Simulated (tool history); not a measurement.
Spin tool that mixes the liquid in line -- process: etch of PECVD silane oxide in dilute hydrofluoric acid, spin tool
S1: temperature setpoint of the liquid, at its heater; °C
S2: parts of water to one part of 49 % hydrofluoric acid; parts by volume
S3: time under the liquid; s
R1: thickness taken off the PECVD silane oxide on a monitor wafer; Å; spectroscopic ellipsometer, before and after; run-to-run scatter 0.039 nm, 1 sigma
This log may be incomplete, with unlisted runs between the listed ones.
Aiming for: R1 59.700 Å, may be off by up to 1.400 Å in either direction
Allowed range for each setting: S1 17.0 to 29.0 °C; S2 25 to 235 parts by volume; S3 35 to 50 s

run  hour    S1   S2  S3      R1
  1   0.0  21.0  130  50  52.269
  2   2.3  21.0  175  50  36.872
  3   7.2  22.0  170  50  40.283
  4  16.1  20.0  170  50  36.967
  5  20.9  18.0  170  50  33.673
  6  28.1  21.0  170  50  37.883
  7  35.0  22.0  165  50  41.578
  8  38.4  23.0  165  50  42.756
  9  40.3  23.0  165  50  43.023
 10  45.5  23.0  165  50  42.507
 11  51.8  24.0  160  50  45.938
 12  56.7  28.0  150  50  58.075
 13  62.1  28.0  150  50  57.733

Below are 5 possible settings for the next run. Only one of them brings all results inside the allowed miss of their targets. Which is it?
  A  67.5  27.0  135  50   ?
  B  67.5  29.0  145  50   ?
  C  67.5  28.0  140  50   ?
  D  67.5  29.0  120  40   ?
  E  67.5  28.5  110  35   ?

move      R1
   A  62.711
   B  62.075
   C  62.371
   D  62.009
   E  58.876
A: the result that was furthest off in the last run now lies on the other side of its target
B: the result that was furthest off in the last run now lies on the other side of its target
C: the result that was furthest off in the last run now lies on the other side of its target
D: the result that was furthest off in the last run now lies on the other side of its target
E: every result lands within tolerance
Go with E: it meets all targets.
